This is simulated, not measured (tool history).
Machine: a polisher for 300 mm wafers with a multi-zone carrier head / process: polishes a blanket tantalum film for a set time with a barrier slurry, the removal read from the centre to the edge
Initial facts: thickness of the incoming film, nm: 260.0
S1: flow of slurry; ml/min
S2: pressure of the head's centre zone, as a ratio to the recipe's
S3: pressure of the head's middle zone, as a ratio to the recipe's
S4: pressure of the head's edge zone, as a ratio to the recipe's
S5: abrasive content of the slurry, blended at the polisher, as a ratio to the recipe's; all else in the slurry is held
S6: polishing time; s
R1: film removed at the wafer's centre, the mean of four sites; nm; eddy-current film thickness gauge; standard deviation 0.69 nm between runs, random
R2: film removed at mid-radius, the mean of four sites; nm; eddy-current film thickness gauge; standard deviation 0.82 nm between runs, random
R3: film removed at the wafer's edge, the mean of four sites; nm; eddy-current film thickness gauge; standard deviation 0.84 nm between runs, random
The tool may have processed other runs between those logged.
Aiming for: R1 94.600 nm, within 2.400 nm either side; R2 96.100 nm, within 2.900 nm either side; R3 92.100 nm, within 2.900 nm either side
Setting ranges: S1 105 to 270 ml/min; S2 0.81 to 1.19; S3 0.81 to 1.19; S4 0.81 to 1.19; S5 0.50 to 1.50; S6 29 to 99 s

run 1 hour=0.0 | S1=175 S2=1.00 S3=1.00 S4=1.00 S5=1.00 S6=64 | R1=74.188 R2=74.582 R3=71.992
run 2 hour=7.4 | S1=195 S2=1.00 S3=1.00 S4=1.00 S5=1.00 S6=64 | R1=76.903 R2=74.008 R3=72.724
run 3 hour=10.8 | S1=195 S2=1.00 S3=1.00 S4=1.05 S5=1.00 S6=64 | R1=77.115 R2=74.903 R3=75.475
run 4 hour=19.2 | S1=195 S2=1.00 S3=1.00 S4=1.05 S5=1.15 S6=64 | R1=79.015 R2=77.729 R3=77.019
run 5 hour=21.8 | S1=205 S2=1.01 S3=1.03 S4=1.09 S5=1.25 S6=65 | R1=84.152 R2=84.034 R3=83.430
run 6 hour=28.6 | S1=220 S2=1.02 S3=1.06 S4=1.11 S5=1.25 S6=65 | R1=86.382 R2=85.726 R3=85.227
run 7 hour=34.6 | S1=230 S2=1.03 S3=1.09 S4=1.12 S5=1.30 S6=65 | R1=87.671 R2=90.013 R3=85.786
run 8 hour=38.8 | S1=235 S2=1.04 S3=1.10 S4=1.14 S5=1.35 S6=65 | R1=89.729 R2=92.220 R3=88.748
run 9 hour=43.2 | S1=240 S2=1.05 S3=1.11 S4=1.15 S5=1.35 S6=65 | R1=91.490 R2=91.677 R3=87.640

Which single option among these 5 for the next run brings every result within its allowed miss of target? Just one does.
run A hour=47.6 | S1=225 S2=1.10 S3=1.10 S4=1.03 S5=1.25 S6=67 | R1=? R2=? R3=?
run B hour=47.6 | S1=255 S2=1.02 S3=1.07 S4=1.10 S5=1.45 S6=68 | R1=? R2=? R3=?
run C hour=47.6 | S1=215 S2=0.98 S3=1.15 S4=1.14 S5=1.40 S6=69 | R1=? R2=? R3=?
run D hour=47.6 | S1=225 S2=1.06 S3=0.99 S4=1.19 S5=1.30 S6=70 | R1=? R2=? R3=?
run E hour=47.6 | S1=235 S2=1.03 S3=1.06 S4=1.17 S5=1.45 S6=65 | R1=? R2=? R3=?

move=A R1=96.988 R2=91.367 R3=84.309
move=B R1=96.131 R2=95.313 R3=92.698
move=C R1=90.740 R2=99.853 R3=93.366
move=D R1=98.492 R2=88.128 R3=95.842
move=E R1=91.756 R2=89.460 R3=90.777
A: misses by more than the last run did
B: each result inside its tolerance
C: corrects the largest miss of the last run, while another result sits out of spec
D: the result that was furthest off in the last run now lies on the other side of its target
E: corrects the largest miss of the last run, while another result sits out of spec
Correct choice: B, which meets every target
